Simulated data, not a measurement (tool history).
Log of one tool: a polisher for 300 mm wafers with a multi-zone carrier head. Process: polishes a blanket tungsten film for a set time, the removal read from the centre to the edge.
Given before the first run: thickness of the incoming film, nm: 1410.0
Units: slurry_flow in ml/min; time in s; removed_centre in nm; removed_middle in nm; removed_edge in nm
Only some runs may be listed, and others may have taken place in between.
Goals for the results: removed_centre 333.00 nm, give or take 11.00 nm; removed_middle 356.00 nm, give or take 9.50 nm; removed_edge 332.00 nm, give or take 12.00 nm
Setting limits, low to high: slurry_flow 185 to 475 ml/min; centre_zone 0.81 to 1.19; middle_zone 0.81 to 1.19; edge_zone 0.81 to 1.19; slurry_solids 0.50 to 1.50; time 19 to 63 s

{"run": 1, "hour": 0.0, "slurry_flow": 305, "centre_zone": 1.0, "middle_zone": 1.0, "edge_zone": 1.0, "slurry_solids": 1.0, "time": 41, "removed_centre": 237.33, "removed_middle": 236.37, "removed_edge": 237.2}
{"run": 2, "hour": 8.6, "slurry_flow": 305, "centre_zone": 1.0, "middle_zone": 1.0, "edge_zone": 1.0, "slurry_solids": 1.0, "time": 37, "removed_centre": 216.85, "removed_middle": 212.09, "removed_edge": 216.88}
{"run": 3, "hour": 10.3, "slurry_flow": 335, "centre_zone": 1.0, "middle_zone": 1.0, "edge_zone": 1.0, "slurry_solids": 1.0, "time": 37, "removed_centre": 216.35, "removed_middle": 215.59, "removed_edge": 213.65}
{"run": 4, "hour": 13.2, "slurry_flow": 325, "centre_zone": 1.01, "middle_zone": 1.03, "edge_zone": 1.02, "slurry_solids": 1.1, "time": 39, "removed_centre": 230.0, "removed_middle": 233.56, "removed_edge": 236.86}
{"run": 5, "hour": 16.0, "slurry_flow": 380, "centre_zone": 1.01, "middle_zone": 1.03, "edge_zone": 1.02, "slurry_solids": 1.1, "time": 39, "removed_centre": 232.47, "removed_middle": 244.01, "removed_edge": 235.3}
{"run": 6, "hour": 23.5, "slurry_flow": 385, "centre_zone": 1.04, "middle_zone": 1.06, "edge_zone": 1.03, "slurry_solids": 1.2, "time": 41, "removed_centre": 256.8, "removed_middle": 263.53, "removed_edge": 255.61}
{"run": 7, "hour": 24.6, "slurry_flow": 395, "centre_zone": 1.05, "middle_zone": 1.08, "edge_zone": 1.04, "slurry_solids": 1.25, "time": 42, "removed_centre": 266.87, "removed_middle": 277.77, "removed_edge": 262.3}
{"run": 8, "hour": 25.5, "slurry_flow": 395, "centre_zone": 1.06, "middle_zone": 1.1, "edge_zone": 1.06, "slurry_solids": 1.3, "time": 43, "removed_centre": 278.11, "removed_middle": 292.25, "removed_edge": 275.58}
{"run": 9, "hour": 33.5, "slurry_flow": 395, "centre_zone": 1.07, "middle_zone": 1.11, "edge_zone": 1.07, "slurry_solids": 1.35, "time": 44, "removed_centre": 293.56, "removed_middle": 306.91, "removed_edge": 284.31}
{"run": 10, "hour": 35.9, "slurry_flow": 395, "centre_zone": 1.07, "middle_zone": 1.11, "edge_zone": 1.07, "slurry_solids": 1.35, "time": 44, "removed_centre": 299.22, "removed_middle": 303.84, "removed_edge": 281.23}
{"run": 11, "hour": 37.6, "slurry_flow": 405, "centre_zone": 1.06, "middle_zone": 1.11, "edge_zone": 1.09, "slurry_solids": 1.4, "time": 45, "removed_centre": 302.25, "removed_middle": 316.2, "removed_edge": 301.4}
{"run": 12, "hour": 40.7, "slurry_flow": 410, "centre_zone": 1.07, "middle_zone": 1.12, "edge_zone": 1.1, "slurry_solids": 1.4, "time": 45, "removed_centre": 306.65, "removed_middle": 319.95, "removed_edge": 296.68}
{"run": 13, "hour": 42.9, "slurry_flow": 410, "centre_zone": 1.07, "middle_zone": 1.12, "edge_zone": 1.1, "slurry_solids": 1.4, "time": 46, "removed_centre": 311.61, "removed_middle": 319.24, "removed_edge": 306.82}

Next run, 5 choices. One meets every target within its allowed miss, the rest don't. Which?
{"run": "A", "hour": 45.1, "slurry_flow": 370, "centre_zone": 1.13, "middle_zone": 1.0, "edge_zone": 1.07, "slurry_solids": 1.3, "time": 46, "removed_centre": "?", "removed_middle": "?", "removed_edge": "?"}
{"run": "B", "hour": 45.1, "slurry_flow": 455, "centre_zone": 1.0, "middle_zone": 1.07, "edge_zone": 0.96, "slurry_solids": 1.5, "time": 51, "removed_centre": "?", "removed_middle": "?", "removed_edge": "?"}
{"run": "C", "hour": 45.1, "slurry_flow": 400, "centre_zone": 0.87, "middle_zone": 1.17, "edge_zone": 1.08, "slurry_solids": 1.4, "time": 49, "removed_centre": "?", "removed_middle": "?", "removed_edge": "?"}
{"run": "D", "hour": 45.1, "slurry_flow": 340, "centre_zone": 1.07, "middle_zone": 1.02, "edge_zone": 1.18, "slurry_solids": 1.45, "time": 48, "removed_centre": "?", "removed_middle": "?", "removed_edge": "?"}
{"run": "E", "hour": 45.1, "slurry_flow": 455, "centre_zone": 0.88, "middle_zone": 1.06, "edge_zone": 1.19, "slurry_solids": 1.5, "time": 50, "removed_centre": "?", "removed_middle": "?", "removed_edge": "?"}

move=A removed_centre=314.12 removed_middle=287.53 removed_edge=290.88
move=B removed_centre=336.34 removed_middle=354.99 removed_edge=323.29
move=C removed_centre=286.62 removed_middle=359.08 removed_edge=317.48
move=D removed_centre=322.04 removed_middle=311.80 removed_edge=323.59
move=E removed_centre=302.33 removed_middle=345.31 removed_edge=346.16
A: further off than the last run
B: meets every target
C: the furthest-off result lands on target, but another misses its tolerance
D: further off than the last run
E: nearer than the last run, and not there yet
The right move is B.
